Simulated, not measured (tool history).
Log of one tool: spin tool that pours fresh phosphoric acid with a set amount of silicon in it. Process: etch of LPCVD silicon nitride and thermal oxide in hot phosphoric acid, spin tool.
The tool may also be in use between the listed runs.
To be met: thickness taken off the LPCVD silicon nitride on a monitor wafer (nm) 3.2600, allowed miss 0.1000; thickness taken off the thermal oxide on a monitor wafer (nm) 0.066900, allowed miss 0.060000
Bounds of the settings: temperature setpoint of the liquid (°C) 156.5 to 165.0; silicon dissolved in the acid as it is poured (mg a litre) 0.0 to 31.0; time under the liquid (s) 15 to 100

run	hour	temperature setpoint of the liquid (°C)	silicon dissolved in the acid as it is poured (mg a litre)	time under the liquid (s)	thickness taken off the LPCVD silicon nitride on a monitor wafer (nm)	thickness taken off the thermal oxide on a monitor wafer (nm)
1	0.0	160.0	13.5	50	4.4536	0.052572
2	8.1	160.0	6.5	50	4.5086	0.130050
3	10.6	160.0	10.5	50	4.4811	0.094399
4	14.7	160.0	6.5	50	4.4546	0.160080
5	21.7	160.0	3.0	50	4.5459	0.054504
6	26.9	159.5	5.5	45	3.9950	0.148460
7	34.8	160.0	8.5	40	3.6151	0.098823
8	36.1	159.5	11.5	40	3.5510	0.135520
9	37.5	160.0	13.5	40	3.6079	0.080328
10	43.5	160.0	15.5	40	3.6077	0.086132

Which of these 5 next moves meets every target?
A	49.5	163.5	17.0	30	?	?
B	49.5	163.5	17.5	40	?	?
C	49.5	161.0	9.0	35	?	?
D	49.5	163.5	23.0	35	?	?
E	49.5	159.0	15.5	40	?	?

move	thickness taken off the LPCVD silicon nitride on a monitor wafer (nm)	thickness taken off the thermal oxide on a monitor wafer (nm)
A	3.0436	0.070789
B	4.0582	0.093143
C	3.2677	0.083227
D	3.5509	0.069547
E	3.4919	0.070426
A: takes the result that was furthest off past its target
B: further off than the last run
C: meets every target
D: nearer than the last run, and not there yet
E: nearer than the last run, and not there yet
The right move is C.
